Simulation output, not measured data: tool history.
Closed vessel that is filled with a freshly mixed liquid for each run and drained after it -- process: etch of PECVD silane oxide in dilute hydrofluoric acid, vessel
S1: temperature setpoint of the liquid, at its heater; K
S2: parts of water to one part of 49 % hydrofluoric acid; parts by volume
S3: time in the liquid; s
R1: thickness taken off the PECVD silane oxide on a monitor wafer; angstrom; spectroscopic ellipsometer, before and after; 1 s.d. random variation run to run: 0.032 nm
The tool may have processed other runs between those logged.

{"run": 1, "day": 0.0, "S1": 294.15, "S2": 110, "S3": 85, "R1": 119.96}
{"run": 2, "day": 0.225, "S1": 293.15, "S2": 115, "S3": 85, "R1": 109.93}
{"run": 3, "day": 0.546, "S1": 293.15, "S2": 115, "S3": 60, "R1": 77.491}
{"run": 4, "day": 0.754, "S1": 293.15, "S2": 145, "S3": 60, "R1": 59.608}
{"run": 5, "day": 0.862, "S1": 291.65, "S2": 145, "S3": 60, "R1": 56.118}
{"run": 6, "day": 1.021, "S1": 291.65, "S2": 145, "S3": 60, "R1": 55.824}
{"run": 7, "day": 1.096, "S1": 294.15, "S2": 145, "S3": 60, "R1": 62.059}

Run 8, settings as shown, results not yet in. Your forecast:
{"run": 8, "day": 1.188, "S1": 296.15, "S2": 145, "S3": 60, "R1": "?"}

R1: 67.261 angstrom
